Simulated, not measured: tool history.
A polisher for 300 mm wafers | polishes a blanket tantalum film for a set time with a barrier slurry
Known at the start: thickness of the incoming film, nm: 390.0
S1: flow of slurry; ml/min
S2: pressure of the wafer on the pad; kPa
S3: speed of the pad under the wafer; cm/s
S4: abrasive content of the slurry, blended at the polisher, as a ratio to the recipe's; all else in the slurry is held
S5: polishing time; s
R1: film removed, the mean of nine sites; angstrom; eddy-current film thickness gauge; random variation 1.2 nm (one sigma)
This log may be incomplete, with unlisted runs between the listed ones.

run  hour   S1    S2  S3    S4   S5      R1
  1     0  175  13.8  84     1  101  1230.4
  2   5.3  180  15.2  84     1  101  1357.4
  3     8  180  15.2  84     1  101  1361.4
  4  14.3  180  15.2  96     1  101  1535.6
  5  23.2  180  15.2  96  0.85  101  1508.7
  6  29.4  180  15.2  96  0.65  101  1438.4

Run 7 is up next; what results do you expect?
  7  34.2  185  15.9  96  0.65  101   ?

Run 7 produced R1 1509.3 angstrom.
